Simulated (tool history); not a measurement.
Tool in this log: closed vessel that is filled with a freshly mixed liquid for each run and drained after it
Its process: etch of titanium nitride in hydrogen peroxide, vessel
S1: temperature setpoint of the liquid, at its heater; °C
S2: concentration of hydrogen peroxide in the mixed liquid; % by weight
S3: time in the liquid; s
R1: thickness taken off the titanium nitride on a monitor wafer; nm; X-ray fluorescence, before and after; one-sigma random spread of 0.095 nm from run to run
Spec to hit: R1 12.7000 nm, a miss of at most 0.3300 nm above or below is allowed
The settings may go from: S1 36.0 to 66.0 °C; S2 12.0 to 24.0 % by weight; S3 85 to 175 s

| run | hour | S1 | S2 | S3 | R1 |
|---|---|---|---|---|---|
| 1 | 0.0 | 52.0 | 16.0 | 175 | 5.7834 |
| 2 | 4.0 | 58.0 | 16.0 | 175 | 8.7951 |
| 3 | 6.2 | 58.0 | 16.0 | 85 | 4.2329 |
| 4 | 7.6 | 58.0 | 18.5 | 85 | 4.3859 |
| 5 | 11.9 | 62.0 | 18.5 | 85 | 5.8022 |
| 6 | 19.7 | 63.0 | 17.0 | 105 | 7.5890 |
| 7 | 26.1 | 63.5 | 16.0 | 105 | 7.5732 |
| 8 | 31.4 | 64.0 | 15.0 | 120 | 8.9053 |
| 9 | 39.0 | 64.5 | 14.5 | 125 | 9.4476 |
| 10 | 42.0 | 66.0 | 18.5 | 175 | 15.6580 |
| 11 | 50.9 | 65.5 | 18.5 | 175 | 14.9080 |
| 12 | 57.3 | 65.0 | 18.5 | 175 | 14.5910 |
| 13 | 60.2 | 64.5 | 18.5 | 175 | 13.9080 |
| 14 | 65.0 | 64.0 | 18.5 | 175 | 13.4860 |

Which one of the following 4 next-run settings gets every result inside its allowed miss? There is exactly one.
| A | 69.8 | 66.0 | 16.0 | 165 | ? |
| B | 69.8 | 66.0 | 19.0 | 160 | ? |
| C | 69.8 | 66.0 | 16.5 | 165 | ? |
| D | 69.8 | 65.0 | 19.5 | 150 | ? |

| move | R1 |
|---|---|
| A | 14.0820 |
| B | 14.1630 |
| C | 14.1740 |
| D | 12.5010 |
A: moves away from the targets compared with the last run
B: moves away from the targets compared with the last run
C: moves away from the targets compared with the last run
D: every result lands within tolerance
D is the move that brings every result within its allowed miss.
